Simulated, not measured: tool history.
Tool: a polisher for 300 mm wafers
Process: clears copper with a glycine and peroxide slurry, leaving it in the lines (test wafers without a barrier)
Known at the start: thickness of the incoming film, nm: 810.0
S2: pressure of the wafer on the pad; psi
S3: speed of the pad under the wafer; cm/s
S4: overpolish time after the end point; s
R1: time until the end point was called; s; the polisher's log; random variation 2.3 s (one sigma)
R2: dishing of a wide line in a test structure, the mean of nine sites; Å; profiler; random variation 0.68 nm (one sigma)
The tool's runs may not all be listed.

run 1 hour=0 | flow_of_slurry_(ml/min)=290 S2=2.4 S3=130 S4=26 | R1=124.25 R2=895.19
run 2 hour=8.7 | flow_of_slurry_(ml/min)=290 S2=2.3 S3=132 S4=23 | R1=128.23 R2=837.62
run 3 hour=9.5 | flow_of_slurry_(ml/min)=290 S2=2.2 S3=132 S4=20 | R1=130.58 R2=739.62
run 4 hour=12.4 | flow_of_slurry_(ml/min)=290 S2=2.2 S3=132 S4=26 | R1=129.82 R2=904.12
run 5 hour=15.7 | flow_of_slurry_(ml/min)=290 S2=2.2 S3=146 S4=26 | R1=122.85 R2=930.38
run 6 hour=24.7 | flow_of_slurry_(ml/min)=290 S2=2.1 S3=142 S4=23 | R1=125.59 R2=839.32
run 7 hour=32.8 | flow_of_slurry_(ml/min)=290 S2=2 S3=140 S4=21 | R1=130.04 R2=751.54

Forecast run 8:
run 8 hour=39.9 | flow_of_slurry_(ml/min)=290 S2=1.9 S3=140 S4=20 | R1=? R2=?

Run 8 gave R1 138.16 s, R2 704.77 Å.
